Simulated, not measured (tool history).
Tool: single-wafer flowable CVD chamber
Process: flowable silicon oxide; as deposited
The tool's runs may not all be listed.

run	day	heater temperature setpoint (K)	chamber pressure (mTorr)	RF power (kW)	deposition time (s)	mean film thickness on the monitor wafer (nm)
1	0.000	378.15	1030	1.710	698	495.34
2	0.108	380.15	1030	1.710	698	469.37
3	0.375	382.15	1030	1.710	698	433.50
4	0.533	382.15	1030	1.605	698	429.90
5	0.608	373.15	1030	1.605	698	580.59
6	0.817	364.15	1030	1.605	698	779.45
7	0.988	370.15	1030	1.605	698	646.06

Run 8 comes next. What will it give?
8	1.262	375.15	1030	1.605	698	?

Run 8 gave mean film thickness on the monitor wafer (nm) 542.48.
